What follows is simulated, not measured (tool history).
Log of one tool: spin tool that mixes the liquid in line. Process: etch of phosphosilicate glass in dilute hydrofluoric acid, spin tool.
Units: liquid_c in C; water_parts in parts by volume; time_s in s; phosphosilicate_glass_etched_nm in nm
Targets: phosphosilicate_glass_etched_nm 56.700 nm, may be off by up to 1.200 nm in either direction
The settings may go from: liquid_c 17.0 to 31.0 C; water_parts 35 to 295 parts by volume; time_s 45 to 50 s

run	day	liquid_c	water_parts	time_s	phosphosilicate_glass_etched_nm
1	0.000	23.0	165	45	46.111
2	0.092	19.5	165	45	40.427
3	0.142	20.5	165	45	42.062
4	0.333	21.5	165	45	43.604
5	0.679	24.0	165	45	48.448
6	0.812	24.5	165	45	49.342
7	0.979	25.0	165	45	50.145
8	1.200	25.5	165	45	51.101
9	1.471	26.0	165	45	52.467
10	1.529	26.5	165	45	52.781
11	1.771	27.0	165	45	54.069
12	1.838	27.5	165	45	55.027

Consider the 4 candidate settings below. Which is the only one whose results all fall within their allowed miss of target?
A	1.904	27.5	170	45	?
B	1.904	29.5	200	50	?
C	1.904	28.5	175	50	?
D	1.904	25.5	150	45	?

move	phosphosilicate_glass_etched_nm
A	53.380
B	52.199
C	59.371
D	57.542
A: lands further from the targets than the last run did
B: lands further from the targets than the last run did
C: takes the biggest miss from the last run beyond its target
D: all results in spec
The right move is D.
